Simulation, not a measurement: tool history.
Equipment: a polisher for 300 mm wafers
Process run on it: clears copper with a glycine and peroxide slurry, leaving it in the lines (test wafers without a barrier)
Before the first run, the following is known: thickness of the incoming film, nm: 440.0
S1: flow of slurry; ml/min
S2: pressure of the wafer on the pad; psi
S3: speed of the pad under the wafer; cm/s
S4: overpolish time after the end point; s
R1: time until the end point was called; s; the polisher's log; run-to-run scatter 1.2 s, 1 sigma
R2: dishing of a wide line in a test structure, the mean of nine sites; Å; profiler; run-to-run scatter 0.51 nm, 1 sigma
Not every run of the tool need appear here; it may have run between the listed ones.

run  hour   S1   S2   S3  S4      R1      R2
  1   0.0  155  1.7  124  11  87.335  368.26
  2   1.4  155  1.7  146  11  79.414  414.48
  3   5.7  155  1.7  128  11  87.008  373.87
  4  11.8  155  1.7  158  11  71.380  440.90
  5  16.4  135  1.7  158  11  72.698  427.39
  6  25.1  135  2.0  158  11  65.496  479.38
  7  30.2  135  1.9  158   9  67.486  397.89
  8  35.8  135  1.8  158   8  69.254  354.74

Forecast run 9:
  9  38.2  135  1.7  158   7   ?   ?

Run 9 measured R1 74.585 s, R2 294.28 Å.
